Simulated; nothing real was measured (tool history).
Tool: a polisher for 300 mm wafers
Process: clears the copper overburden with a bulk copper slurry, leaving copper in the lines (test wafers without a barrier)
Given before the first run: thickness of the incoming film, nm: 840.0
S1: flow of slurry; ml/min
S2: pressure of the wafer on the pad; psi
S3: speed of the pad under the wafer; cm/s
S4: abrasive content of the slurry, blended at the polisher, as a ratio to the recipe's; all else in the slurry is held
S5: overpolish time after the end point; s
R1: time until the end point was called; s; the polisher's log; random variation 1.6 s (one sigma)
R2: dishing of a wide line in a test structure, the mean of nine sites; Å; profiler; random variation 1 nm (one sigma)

Run 1, hour 0.0: S1 230 ml/min, S2 2.9 psi, S3 120 cm/s, S4 1.0, S5 18 s. Result: R1 77.678 s, R2 892.54 Å.
Run 2, hour 6.1: S1 230 ml/min, S2 2.9 psi, S3 106 cm/s, S4 1.0, S5 18 s. Result: R1 87.552 s, R2 834.20 Å.
Run 3, hour 9.5: S1 230 ml/min, S2 2.9 psi, S3 106 cm/s, S4 1.0, S5 25 s. Result: R1 85.923 s, R2 996.36 Å.
Run 4, hour 13.5: S1 230 ml/min, S2 2.6 psi, S3 106 cm/s, S4 1.0, S5 26 s. Result: R1 96.692 s, R2 972.53 Å.
Run 5, hour 14.7: S1 230 ml/min, S2 2.6 psi, S3 106 cm/s, S4 1.0, S5 21 s. Result: R1 96.123 s, R2 878.57 Å.
Run 6, hour 23.5: S1 230 ml/min, S2 2.4 psi, S3 106 cm/s, S4 1.0, S5 22 s. Result: R1 102.690 s, R2 842.80 Å.
Run 7, hour 30.6: S1 230 ml/min, S2 2.3 psi, S3 106 cm/s, S4 1.0, S5 23 s. Result: R1 105.030 s, R2 833.10 Å.

Run 8, settings as shown, results not yet in. Your forecast:
Run 8, hour 33.7: S1 230 ml/min, S2 2.2 psi, S3 104 cm/s, S4 1.0, S5 24 s. Result: R1 ?, R2 ?.

Run 8 came out at R1 115.650 s, R2 805.52 Å.
